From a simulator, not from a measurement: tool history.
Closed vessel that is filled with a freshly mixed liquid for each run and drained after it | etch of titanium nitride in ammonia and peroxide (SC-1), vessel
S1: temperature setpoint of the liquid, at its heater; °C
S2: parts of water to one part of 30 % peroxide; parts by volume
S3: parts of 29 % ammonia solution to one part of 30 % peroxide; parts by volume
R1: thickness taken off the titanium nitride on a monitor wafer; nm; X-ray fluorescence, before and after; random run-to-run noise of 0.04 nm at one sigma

Run 1, hour 0: S1 54 °C, S2 8 parts by volume, S3 0.45 parts by volume, time in the liquid (s) 95. Result: R1 4.8324 nm.
Run 2, hour 6.2: S1 55.5 °C, S2 8 parts by volume, S3 0.45 parts by volume, time in the liquid (s) 95. Result: R1 5.3306 nm.
Run 3, hour 13.7: S1 49 °C, S2 8 parts by volume, S3 0.45 parts by volume, time in the liquid (s) 95. Result: R1 3.3817 nm.
Run 4, hour 22.1: S1 54.5 °C, S2 8 parts by volume, S3 0.45 parts by volume, time in the liquid (s) 95. Result: R1 4.9715 nm.
Run 5, hour 23.4: S1 56 °C, S2 8 parts by volume, S3 0.45 parts by volume, time in the liquid (s) 95. Result: R1 5.4793 nm.
Run 6, hour 28.8: S1 56 °C, S2 8 parts by volume, S3 0.55 parts by volume, time in the liquid (s) 95. Result: R1 5.7049 nm.
Run 7, hour 32.1: S1 57 °C, S2 8 parts by volume, S3 0.55 parts by volume, time in the liquid (s) 95. Result: R1 6.1354 nm.
Run 8, hour 41.3: S1 57.5 °C, S2 8 parts by volume, S3 0.55 parts by volume, time in the liquid (s) 95. Result: R1 6.2625 nm.

Estimate the outcome of run 9 from the log above:
Run 9, hour 43: S1 58 °C, S2 8 parts by volume, S3 0.55 parts by volume, time in the liquid (s) 95. Result: R1 ?.

R1: 6.5395 nm

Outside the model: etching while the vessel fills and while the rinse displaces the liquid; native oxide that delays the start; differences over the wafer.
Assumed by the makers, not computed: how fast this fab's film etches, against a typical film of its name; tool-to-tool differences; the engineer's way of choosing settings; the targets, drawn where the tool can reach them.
